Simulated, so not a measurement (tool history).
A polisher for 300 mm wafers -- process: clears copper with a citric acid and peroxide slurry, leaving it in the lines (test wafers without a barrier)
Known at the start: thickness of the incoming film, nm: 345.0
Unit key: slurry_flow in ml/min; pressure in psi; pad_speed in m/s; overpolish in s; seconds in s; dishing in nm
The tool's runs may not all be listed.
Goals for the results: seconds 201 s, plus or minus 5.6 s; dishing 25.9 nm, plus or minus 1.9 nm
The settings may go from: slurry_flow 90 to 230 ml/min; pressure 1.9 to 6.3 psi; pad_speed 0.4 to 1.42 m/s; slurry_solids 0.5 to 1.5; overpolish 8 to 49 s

Run 1, hour 0: slurry_flow 150 ml/min, pressure 4.1 psi, pad_speed 0.9 m/s, slurry_solids 1, overpolish 25 s. Result: seconds 114.9 s, dishing 48.847 nm.
Run 2, hour 6.5: slurry_flow 150 ml/min, pressure 4.9 psi, pad_speed 0.9 m/s, slurry_solids 1, overpolish 25 s. Result: seconds 95.697 s, dishing 57.303 nm.
Run 3, hour 11.2: slurry_flow 150 ml/min, pressure 4.5 psi, pad_speed 0.9 m/s, slurry_solids 1, overpolish 24 s. Result: seconds 103.12 s, dishing 50.275 nm.
Run 4, hour 17: slurry_flow 145 ml/min, pressure 4.2 psi, pad_speed 0.9 m/s, slurry_solids 1, overpolish 24 s. Result: seconds 110.72 s, dishing 49.36 nm.
Run 5, hour 20.2: slurry_flow 145 ml/min, pressure 3.9 psi, pad_speed 0.88 m/s, slurry_solids 1, overpolish 23 s. Result: seconds 121.86 s, dishing 42.818 nm.
Run 6, hour 24.7: slurry_flow 145 ml/min, pressure 3.6 psi, pad_speed 0.88 m/s, slurry_solids 1, overpolish 23 s. Result: seconds 131.65 s, dishing 41.45 nm.
Run 7, hour 25.3: slurry_flow 145 ml/min, pressure 3.4 psi, pad_speed 0.88 m/s, slurry_solids 1, overpolish 22 s. Result: seconds 139.49 s, dishing 37.437 nm.
Run 8, hour 33.1: slurry_flow 145 ml/min, pressure 3.2 psi, pad_speed 0.88 m/s, slurry_solids 1, overpolish 22 s. Result: seconds 148.59 s, dishing 34.939 nm.
Run 9, hour 37: slurry_flow 145 ml/min, pressure 3.1 psi, pad_speed 0.88 m/s, slurry_solids 1, overpolish 22 s. Result: seconds 154.07 s, dishing 35.038 nm.
Run 10, hour 38.1: slurry_flow 145 ml/min, pressure 3 psi, pad_speed 0.88 m/s, slurry_solids 1, overpolish 22 s. Result: seconds 158.78 s, dishing 34.502 nm.
Run 11, hour 41.5: slurry_flow 125 ml/min, pressure 2 psi, pad_speed 0.88 m/s, slurry_solids 1, overpolish 19 s. Result: seconds 236.13 s, dishing 20.173 nm.

Next run, 5 choices. One meets every target within its allowed miss, the rest don't. Which?
Run A, hour 44.9: slurry_flow 115 ml/min, pressure 2.3 psi, pad_speed 0.58 m/s, slurry_solids 1.15, overpolish 32 s. Result: seconds ?, dishing ?.
Run B, hour 44.9: slurry_flow 150 ml/min, pressure 2.3 psi, pad_speed 0.96 m/s, slurry_solids 0.75, overpolish 21 s. Result: seconds ?, dishing ?.
Run C, hour 44.9: slurry_flow 140 ml/min, pressure 2.9 psi, pad_speed 0.74 m/s, slurry_solids 1.2, overpolish 23 s. Result: seconds ?, dishing ?.
Run D, hour 44.9: slurry_flow 145 ml/min, pressure 2.4 psi, pad_speed 0.5 m/s, slurry_solids 1, overpolish 33 s. Result: seconds ?, dishing ?.
Run E, hour 44.9: slurry_flow 150 ml/min, pressure 2.5 psi, pad_speed 0.92 m/s, slurry_solids 0.85, overpolish 21 s. Result: seconds ?, dishing ?.

move  seconds  dishing
   A   283.05    26.67
   B   200.58   24.888
   C    178.2   30.192
   D   300.03   26.094
   E   185.62   26.737
A: moves away from the targets compared with the last run
B: every result within its allowed miss
C: takes the result that was furthest off past its target
D: moves away from the targets compared with the last run
E: takes the result that was furthest off past its target
Correct choice: B, which meets every target

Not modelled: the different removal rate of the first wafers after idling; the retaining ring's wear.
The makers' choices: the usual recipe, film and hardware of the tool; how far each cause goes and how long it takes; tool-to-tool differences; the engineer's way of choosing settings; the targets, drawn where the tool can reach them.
